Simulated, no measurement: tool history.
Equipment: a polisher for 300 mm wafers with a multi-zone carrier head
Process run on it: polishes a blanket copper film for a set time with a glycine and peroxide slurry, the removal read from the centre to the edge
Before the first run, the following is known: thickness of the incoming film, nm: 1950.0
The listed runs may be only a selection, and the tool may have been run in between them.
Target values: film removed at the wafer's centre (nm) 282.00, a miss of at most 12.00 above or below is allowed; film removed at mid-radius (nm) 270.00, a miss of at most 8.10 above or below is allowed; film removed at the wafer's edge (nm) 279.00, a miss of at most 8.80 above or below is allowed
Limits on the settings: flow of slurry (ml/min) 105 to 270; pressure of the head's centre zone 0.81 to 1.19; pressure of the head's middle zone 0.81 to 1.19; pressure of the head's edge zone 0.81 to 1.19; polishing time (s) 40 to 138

run	day	flow of slurry (ml/min)	pressure of the head's centre zone	pressure of the head's middle zone	pressure of the head's edge zone	polishing time (s)	film removed at the wafer's centre (nm)	film removed at mid-radius (nm)	film removed at the wafer's edge (nm)
1	0.000	175	1.00	1.00	1.00	88	312.52	320.10	320.87
2	0.283	170	1.00	0.98	0.98	87	308.42	317.25	311.45
3	0.367	165	1.00	0.96	0.98	86	306.71	304.74	303.27
4	0.417	160	0.99	0.94	0.98	86	305.75	293.60	301.06
5	0.458	160	0.99	0.94	0.98	95	334.88	323.67	335.95
6	0.688	160	0.99	0.88	0.98	95	327.66	307.91	338.55
7	0.821	155	0.98	0.87	0.96	94	318.24	304.23	330.66
8	0.908	150	0.98	0.86	0.94	93	319.18	292.18	317.26
9	1.258	145	0.96	0.86	0.92	92	308.57	290.28	312.68
10	1.383	140	0.95	0.86	0.91	91	296.73	283.10	306.65

Exactly one of the 5 candidate moves below puts every result within its allowed miss. Which one?
A	1.508	130	0.85	0.82	0.99	103	?	?	?
B	1.508	140	1.01	0.92	0.94	82	?	?	?
C	1.508	130	0.91	0.81	1.00	98	?	?	?
D	1.508	145	1.16	0.94	0.81	84	?	?	?
E	1.508	160	1.00	0.84	0.90	96	?	?	?

move	film removed at the wafer's centre (nm)	film removed at mid-radius (nm)	film removed at the wafer's edge (nm)
A	315.65	307.48	354.18
B	281.17	269.90	278.03
C	311.30	290.01	338.67
D	314.68	282.82	267.63
E	337.17	304.22	325.52
A: misses by more than the last run did
B: every result lands within tolerance
C: misses by more than the last run did
D: the result that was furthest off in the last run now lies on the other side of its target
E: misses by more than the last run did
So the answer is move B, the one that meets all the targets.
